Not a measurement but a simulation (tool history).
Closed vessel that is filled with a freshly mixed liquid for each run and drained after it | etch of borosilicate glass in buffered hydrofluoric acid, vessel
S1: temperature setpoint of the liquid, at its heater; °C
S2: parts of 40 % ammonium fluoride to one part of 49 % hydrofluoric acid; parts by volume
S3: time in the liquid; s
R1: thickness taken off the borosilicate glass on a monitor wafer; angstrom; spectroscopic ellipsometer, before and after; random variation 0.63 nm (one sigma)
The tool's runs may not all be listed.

| run | hour | S1 | S2 | S3 | R1 |
|---|---|---|---|---|---|
| 1 | 0 | 22 | 10 | 95 | 1114.6 |
| 2 | 2.9 | 22 | 7.5 | 95 | 1446.3 |
| 3 | 8.8 | 20 | 7.5 | 95 | 1309.2 |
| 4 | 16.7 | 22.5 | 7.5 | 95 | 1487.2 |
| 5 | 22.4 | 22.5 | 5 | 95 | 2168.5 |
| 6 | 25.1 | 21 | 6.5 | 95 | 1605.9 |
| 7 | 32.2 | 20 | 7.5 | 95 | 1299.3 |
| 8 | 38.8 | 19 | 8 | 95 | 1140.3 |
| 9 | 45.9 | 18.5 | 8.5 | 95 | 1037.9 |

The next listed run, before its measurement:
| 10 | 52.4 | 18 | 8.5 | 95 | ? |

R1: 1024 angstrom

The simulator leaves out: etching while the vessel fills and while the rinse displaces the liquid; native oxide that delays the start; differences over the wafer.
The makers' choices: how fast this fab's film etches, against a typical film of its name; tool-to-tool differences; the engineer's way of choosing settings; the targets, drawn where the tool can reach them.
